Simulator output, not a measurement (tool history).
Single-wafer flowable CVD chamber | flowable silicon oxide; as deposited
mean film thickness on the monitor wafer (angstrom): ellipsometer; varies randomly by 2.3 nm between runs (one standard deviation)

| run | day | heater temperature setpoint (°C) | chamber pressure (mTorr) | RF power (W) | deposition time (s) | mean film thickness on the monitor wafer (angstrom) |
|---|---|---|---|---|---|---|
| 1 | 0 | 105 | 721 | 2685 | 984 | 4944.9 |
| 2 | 0.221 | 105 | 721 | 2685 | 1016 | 5111.8 |
| 3 | 0.442 | 115 | 721 | 2685 | 1016 | 3857.5 |
| 4 | 0.8 | 119 | 721 | 2685 | 1016 | 3480.4 |
| 5 | 1.162 | 119 | 721 | 2925 | 1016 | 3485 |
| 6 | 1.504 | 110 | 721 | 2925 | 1016 | 4477.4 |
| 7 | 1.533 | 104 | 721 | 2925 | 1016 | 5318.7 |

What does the tool deliver on the next run?
| 8 | 1.838 | 100 | 721 | 2925 | 1016 | ? |

Run 8 came out at mean film thickness on the monitor wafer (angstrom) 6024.3.

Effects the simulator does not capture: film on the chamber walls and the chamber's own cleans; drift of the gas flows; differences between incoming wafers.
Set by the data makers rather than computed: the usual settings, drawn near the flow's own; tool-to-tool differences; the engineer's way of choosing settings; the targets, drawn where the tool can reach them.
